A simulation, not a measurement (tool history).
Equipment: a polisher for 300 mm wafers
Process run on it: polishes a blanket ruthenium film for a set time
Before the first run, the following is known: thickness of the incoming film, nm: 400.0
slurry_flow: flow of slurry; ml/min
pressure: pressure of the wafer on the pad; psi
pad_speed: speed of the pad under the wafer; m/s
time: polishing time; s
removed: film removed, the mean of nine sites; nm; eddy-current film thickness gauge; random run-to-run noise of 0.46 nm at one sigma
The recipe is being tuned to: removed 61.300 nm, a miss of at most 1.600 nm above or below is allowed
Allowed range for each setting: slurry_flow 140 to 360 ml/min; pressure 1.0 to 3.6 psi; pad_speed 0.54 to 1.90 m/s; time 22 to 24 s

{"run": 1, "hour": 0.0, "slurry_flow": 230, "pressure": 2.3, "pad_speed": 1.22, "time": 24, "removed": 41.343}
{"run": 2, "hour": 3.3, "slurry_flow": 230, "pressure": 2.5, "pad_speed": 1.22, "time": 24, "removed": 44.049}
{"run": 3, "hour": 8.2, "slurry_flow": 280, "pressure": 2.5, "pad_speed": 1.22, "time": 24, "removed": 45.154}
{"run": 4, "hour": 15.7, "slurry_flow": 280, "pressure": 2.5, "pad_speed": 1.42, "time": 24, "removed": 50.982}
{"run": 5, "hour": 22.0, "slurry_flow": 280, "pressure": 2.5, "pad_speed": 1.42, "time": 22, "removed": 47.455}
{"run": 6, "hour": 29.3, "slurry_flow": 280, "pressure": 2.1, "pad_speed": 1.42, "time": 22, "removed": 41.836}
{"run": 7, "hour": 34.2, "slurry_flow": 280, "pressure": 2.3, "pad_speed": 1.42, "time": 22, "removed": 45.117}
{"run": 8, "hour": 36.3, "slurry_flow": 280, "pressure": 2.5, "pad_speed": 1.42, "time": 22, "removed": 47.596}
{"run": 9, "hour": 42.0, "slurry_flow": 280, "pressure": 2.6, "pad_speed": 1.42, "time": 22, "removed": 47.999}
{"run": 10, "hour": 45.4, "slurry_flow": 280, "pressure": 2.8, "pad_speed": 1.42, "time": 22, "removed": 51.723}
{"run": 11, "hour": 46.7, "slurry_flow": 295, "pressure": 3.3, "pad_speed": 1.42, "time": 22, "removed": 59.563}
{"run": 12, "hour": 48.5, "slurry_flow": 295, "pressure": 3.3, "pad_speed": 1.42, "time": 22, "removed": 58.966}

Which one of the following 4 next-run settings gets every result inside its allowed miss? There is exactly one.
{"run": "A", "hour": 50.3, "slurry_flow": 255, "pressure": 3.0, "pad_speed": 1.46, "time": 22, "removed": "?"}
{"run": "B", "hour": 50.3, "slurry_flow": 315, "pressure": 3.2, "pad_speed": 1.32, "time": 23, "removed": "?"}
{"run": "C", "hour": 50.3, "slurry_flow": 290, "pressure": 3.1, "pad_speed": 1.5, "time": 22, "removed": "?"}
{"run": "D", "hour": 50.3, "slurry_flow": 340, "pressure": 3.4, "pad_speed": 1.34, "time": 23, "removed": "?"}

move=A removed=55.094
move=B removed=56.439
move=C removed=58.702
move=D removed=60.392
A: moves away from the targets compared with the last run
B: moves away from the targets compared with the last run
C: moves away from the targets compared with the last run
D: meets every target
Correct choice: D, which meets every target
